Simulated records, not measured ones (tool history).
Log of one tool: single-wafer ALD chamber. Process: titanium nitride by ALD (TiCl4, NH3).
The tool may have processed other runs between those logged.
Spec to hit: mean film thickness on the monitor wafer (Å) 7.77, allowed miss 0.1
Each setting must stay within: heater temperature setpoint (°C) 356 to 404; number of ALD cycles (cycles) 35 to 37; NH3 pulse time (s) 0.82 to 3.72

run	hour	heater temperature setpoint (°C)	number of ALD cycles (cycles)	NH3 pulse time (s)	mean film thickness on the monitor wafer (Å)
1	0	380	37	2.27	8.6854
2	2.3	373	36	1.88	8.2983
3	3.1	370	36	1.65	8.1443
4	8.4	368	36	1.56	8.1015
5	13.7	367	36	1.48	7.9705
6	14.5	365	36	1.48	7.9522
7	15	364	36	1.48	7.9739
8	23.8	363	36	1.48	7.9044
9	27.6	362	36	1.48	7.9399
10	34.1	361	36	1.48	7.9011
11	36.7	361	36	1.48	7.9333
12	43	361	36	1.48	7.8907
13	46.8	360	36	1.48	7.8593
14	53.6	360	35	1.48	7.6167
15	58.1	360	36	1.49	7.8581
16	60.3	359	36	1.49	7.859

Which one of the following 4 next-run settings gets every result inside its allowed miss? There is exactly one.
A	62.5	367	35	1.96	?
B	62.5	367	37	1.33	?
C	62.5	357	37	1.54	?
D	62.5	356	35	1.86	?

move	mean film thickness on the monitor wafer (Å)
A	8.014
B	8.1349
C	8.1016
D	7.8199
A: lands further from the targets than the last run did
B: lands further from the targets than the last run did
C: lands further from the targets than the last run did
D: every result lands within tolerance
The move that meets every target is D.
